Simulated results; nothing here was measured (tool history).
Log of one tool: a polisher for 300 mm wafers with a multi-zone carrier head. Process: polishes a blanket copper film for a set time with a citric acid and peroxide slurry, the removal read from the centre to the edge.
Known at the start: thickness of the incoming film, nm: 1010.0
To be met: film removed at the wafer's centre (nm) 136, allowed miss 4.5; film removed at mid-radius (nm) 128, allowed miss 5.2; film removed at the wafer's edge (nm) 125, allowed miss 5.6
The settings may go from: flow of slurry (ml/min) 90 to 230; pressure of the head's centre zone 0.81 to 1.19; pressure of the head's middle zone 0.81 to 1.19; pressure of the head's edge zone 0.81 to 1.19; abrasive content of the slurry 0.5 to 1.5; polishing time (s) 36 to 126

run,day,flow of slurry (ml/min),pressure of the head's centre zone,pressure of the head's middle zone,pressure of the head's edge zone,abrasive content of the slurry,polishing time (s),film removed at the wafer's centre (nm),film removed at mid-radius (nm),film removed at the wafer's edge (nm)
1,0,150,1,1,1,1,81,180.37,193.58,184.69
2,0.288,150,1.06,1,1,1,81,186.77,193.51,186.71
3,0.629,170,1.06,1,1,1,81,195.29,197.84,195.14
4,0.838,155,1.06,0.96,0.95,0.85,77,175.61,173.46,167.53
5,1.154,145,1.04,0.92,0.93,0.75,75,161.08,153.53,152.51
6,1.4,120,1.04,0.92,0.93,0.75,75,152.02,145.65,152.39
7,1.567,130,1.02,0.9,0.9,0.65,73,145.07,140.67,145.16
8,1.779,130,1.03,0.9,0.88,0.6,71,138.25,134.17,139.49

Which of these 4 next moves meets every target?
A,1.992,165,1.05,0.9,0.82,0.7,63,?,?,?
B,1.992,90,0.9,0.88,0.89,0.5,92,?,?,?
C,1.992,230,1.13,0.94,0.81,0.7,56,?,?,?
D,1.992,195,1.08,1.03,0.81,0.65,61,?,?,?

move,film removed at the wafer's centre (nm),film removed at mid-radius (nm),film removed at the wafer's edge (nm)
A,135.11,129.95,128.34
B,139.37,150.31,162.95
C,134.09,125.72,117.63
D,135.42,142.22,123.74
A: meets every target
B: further off than the last run
C: takes the result that was furthest off past its target
D: brings the result that was furthest off to its target, and leaves another outside
The right move is A.

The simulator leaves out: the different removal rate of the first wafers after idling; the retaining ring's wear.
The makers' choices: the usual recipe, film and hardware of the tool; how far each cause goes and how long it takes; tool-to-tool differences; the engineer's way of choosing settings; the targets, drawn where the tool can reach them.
